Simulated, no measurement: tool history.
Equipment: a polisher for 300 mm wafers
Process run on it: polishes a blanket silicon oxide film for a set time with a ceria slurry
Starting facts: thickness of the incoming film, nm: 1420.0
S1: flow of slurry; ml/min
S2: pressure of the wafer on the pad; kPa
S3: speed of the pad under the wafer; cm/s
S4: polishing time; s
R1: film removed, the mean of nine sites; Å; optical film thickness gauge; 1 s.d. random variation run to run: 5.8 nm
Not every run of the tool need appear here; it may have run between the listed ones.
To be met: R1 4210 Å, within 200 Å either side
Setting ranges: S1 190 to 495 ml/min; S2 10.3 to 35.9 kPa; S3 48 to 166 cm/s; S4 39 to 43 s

run,day,S1,S2,S3,S4,R1
1,0,320,22.8,106,43,2220.1
2,0.121,320,22.8,84,43,1808.1
3,0.262,320,22.8,84,39,1662.2
4,0.292,320,22.8,70,39,1362.6
5,0.492,320,24.8,78,39,1663.2
6,0.696,320,24.8,64,39,1366.8
7,0.842,320,26.9,74,39,1704.1
8,1.033,320,28.3,82,39,1999.7
9,1.212,320,29.6,88,39,2269.3
10,1.346,320,35.9,118,41,3665
11,1.521,320,35.9,120,41,3714.6

Which of these 4 next moves meets every target?
A,1.696,375,35.9,124,43,?
B,1.696,305,35.9,106,42,?
C,1.696,250,35.2,114,42,?
D,1.696,360,35.9,108,43,?

move,R1
A,4087.6
B,3366.7
C,3468
D,3562.2
A: every result within its allowed miss
B: lands further from the targets than the last run did
C: lands further from the targets than the last run did
D: lands further from the targets than the last run did
A meets every target.
